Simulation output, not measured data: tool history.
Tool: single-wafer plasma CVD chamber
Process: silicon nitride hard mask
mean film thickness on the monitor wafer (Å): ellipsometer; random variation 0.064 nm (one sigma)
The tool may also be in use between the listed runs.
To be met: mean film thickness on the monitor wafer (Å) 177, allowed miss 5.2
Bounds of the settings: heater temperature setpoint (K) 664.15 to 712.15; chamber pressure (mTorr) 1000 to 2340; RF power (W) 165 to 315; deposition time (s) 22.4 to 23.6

run	day	heater temperature setpoint (K)	chamber pressure (mTorr)	RF power (W)	deposition time (s)	mean film thickness on the monitor wafer (Å)
1	0	688.15	1670	240	23.6	237.05
2	0.062	683.15	1670	240	23.6	237.9
3	0.283	674.15	1670	240	23.6	239.13
4	0.362	674.15	1890	240	23.6	248.96
5	0.646	674.15	1820	230	23.4	235.14
6	0.904	674.15	1760	220	23.3	227.21
7	1.158	674.15	1710	210	23.2	214.83
8	1.333	674.15	1650	205	23.1	208.12
9	1.538	674.15	1600	200	23.1	202.97
10	1.704	674.15	1550	195	23.1	198.07
11	1.912	674.15	1220	175	22.8	163.2

Which of these 5 next moves meets every target?
A	2.121	681.15	1100	170	23.4	?
B	2.121	678.15	1520	190	22.7	?
C	2.121	677.15	1450	185	23.6	?
D	2.121	687.15	1340	175	23.6	?
E	2.121	672.15	1000	180	22.6	?

move	mean film thickness on the monitor wafer (Å)
A	155.65
B	188.76
C	189.26
D	175.23
E	148.9
A: further off than the last run
B: takes the result that was furthest off past its target
C: takes the result that was furthest off past its target
D: meets every target
E: further off than the last run
Answer: D
